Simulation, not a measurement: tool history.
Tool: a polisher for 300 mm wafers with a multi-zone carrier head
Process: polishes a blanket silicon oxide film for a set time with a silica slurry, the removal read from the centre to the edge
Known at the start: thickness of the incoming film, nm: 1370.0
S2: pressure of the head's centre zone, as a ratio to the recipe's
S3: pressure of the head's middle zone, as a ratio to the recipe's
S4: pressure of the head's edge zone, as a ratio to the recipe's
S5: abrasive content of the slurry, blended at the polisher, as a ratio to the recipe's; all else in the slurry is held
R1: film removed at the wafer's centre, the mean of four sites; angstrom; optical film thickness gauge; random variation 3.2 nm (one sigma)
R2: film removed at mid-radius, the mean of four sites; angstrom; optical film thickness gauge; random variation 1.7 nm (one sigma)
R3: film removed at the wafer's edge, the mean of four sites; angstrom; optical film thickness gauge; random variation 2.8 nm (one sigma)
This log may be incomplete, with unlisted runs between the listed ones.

Run 1, hour 0: flow of slurry (ml/min) 150, S2 1, S3 1, S4 1, S5 1, polishing time (s) 55. Result: R1 1733.1 angstrom, R2 1774.1 angstrom, R3 1757.9 angstrom.
Run 2, hour 2.4: flow of slurry (ml/min) 155, S2 1, S3 1, S4 1.02, S5 1.05, polishing time (s) 55. Result: R1 1759.1 angstrom, R2 1821.5 angstrom, R3 1880 angstrom.
Run 3, hour 9.2: flow of slurry (ml/min) 155, S2 1, S3 1.08, S4 1.02, S5 1.05, polishing time (s) 55. Result: R1 1817 angstrom, R2 1908.9 angstrom, R3 1837.3 angstrom.
Run 4, hour 11.4: flow of slurry (ml/min) 155, S2 1, S3 1.13, S4 1.02, S5 1.05, polishing time (s) 55. Result: R1 1821.9 angstrom, R2 1963.6 angstrom, R3 1834.5 angstrom.
Run 5, hour 14.2: flow of slurry (ml/min) 160, S2 1.01, S3 1.12, S4 1.04, S5 1.1, polishing time (s) 55. Result: R1 1810.2 angstrom, R2 2030.6 angstrom, R3 1904.8 angstrom.
At hour 16.5: worn pad replaced by a new one.
Run 6, hour 16.5: flow of slurry (ml/min) 160, S2 1.01, S3 1.18, S4 1.04, S5 1.1, polishing time (s) 55. Result: R1 2009.9 angstrom, R2 2311 angstrom, R3 2080.7 angstrom.
Run 7, hour 23.4: flow of slurry (ml/min) 155, S2 1.03, S3 1.16, S4 1.06, S5 1.15, polishing time (s) 55. Result: R1 2078.8 angstrom, R2 2326.1 angstrom, R3 2114.5 angstrom.
Run 8, hour 25.9: flow of slurry (ml/min) 155, S2 1.04, S3 1.13, S4 1.08, S5 1.15, polishing time (s) 55. Result: R1 2101.7 angstrom, R2 2229.3 angstrom, R3 2105.9 angstrom.
Run 9, hour 29.3: flow of slurry (ml/min) 155, S2 1.04, S3 1.11, S4 1.1, S5 1.2, polishing time (s) 55. Result: R1 2124 angstrom, R2 2261.4 angstrom, R3 2181.2 angstrom.
Run 10, hour 30.1: flow of slurry (ml/min) 155, S2 1.04, S3 1.11, S4 1.1, S5 1.2, polishing time (s) 55. Result: R1 2169.7 angstrom, R2 2241.8 angstrom, R3 2254.1 angstrom.

The next listed run, before its measurement:
Run 11, hour 38.5: flow of slurry (ml/min) 165, S2 1.03, S3 1.05, S4 1.19, S5 1.3, polishing time (s) 55. Result: R1 ?, R2 ?, R3 ?.

{"run 11": {"R1": 2226.4, "R2": 2216.9, "R3": 2348.7}}

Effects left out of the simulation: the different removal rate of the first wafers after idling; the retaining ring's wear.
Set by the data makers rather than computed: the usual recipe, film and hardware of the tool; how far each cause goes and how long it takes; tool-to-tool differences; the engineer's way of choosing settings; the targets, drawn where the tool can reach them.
